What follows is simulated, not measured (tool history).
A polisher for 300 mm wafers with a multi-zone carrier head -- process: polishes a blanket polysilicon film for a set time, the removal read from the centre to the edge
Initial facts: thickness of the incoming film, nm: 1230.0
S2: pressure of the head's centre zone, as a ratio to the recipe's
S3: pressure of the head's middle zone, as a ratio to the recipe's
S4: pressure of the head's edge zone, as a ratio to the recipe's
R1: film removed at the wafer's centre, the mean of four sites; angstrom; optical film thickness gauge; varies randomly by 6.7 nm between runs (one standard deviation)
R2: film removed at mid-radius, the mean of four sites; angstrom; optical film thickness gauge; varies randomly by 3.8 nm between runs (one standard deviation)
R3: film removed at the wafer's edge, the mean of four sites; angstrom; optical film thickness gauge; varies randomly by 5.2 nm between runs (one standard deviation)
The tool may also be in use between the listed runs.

Run 1, day 0.000: flow of slurry (ml/min) 205, S2 1.00, S3 1.00, S4 1.00, polishing time (s) 44. Result: R1 3775.3 angstrom, R2 3840.5 angstrom, R3 3778.4 angstrom.
Run 2, day 0.158: flow of slurry (ml/min) 205, S2 1.00, S3 1.00, S4 0.92, polishing time (s) 44. Result: R1 3789.9 angstrom, R2 3812.6 angstrom, R3 3609.5 angstrom.
Run 3, day 0.375: flow of slurry (ml/min) 205, S2 1.00, S3 1.00, S4 0.92, polishing time (s) 39. Result: R1 3445.4 angstrom, R2 3411.1 angstrom, R3 3240.4 angstrom.
Run 4, day 0.471: flow of slurry (ml/min) 205, S2 0.93, S3 1.00, S4 0.92, polishing time (s) 39. Result: R1 3189.4 angstrom, R2 3390.6 angstrom, R3 3175.0 angstrom.
Run 5, day 0.821: flow of slurry (ml/min) 205, S2 0.93, S3 1.00, S4 0.92, polishing time (s) 46. Result: R1 3642.1 angstrom, R2 3984.0 angstrom, R3 3772.1 angstrom.
Run 6, day 1.021: flow of slurry (ml/min) 205, S2 0.93, S3 1.00, S4 0.92, polishing time (s) 38. Result: R1 3095.9 angstrom, R2 3322.6 angstrom, R3 3203.7 angstrom.
Run 7, day 1.175: flow of slurry (ml/min) 220, S2 1.00, S3 1.04, S4 0.94, polishing time (s) 41. Result: R1 3644.4 angstrom, R2 3710.7 angstrom, R3 3432.0 angstrom.

Run 8 is up next; what results do you expect?
Run 8, day 1.275: flow of slurry (ml/min) 230, S2 1.04, S3 1.08, S4 0.95, polishing time (s) 43. Result: R1 ?, R2 ?, R3 ?.

{"run 8": {"R1": 3925.8, "R2": 4054.8, "R3": 3597.3}}
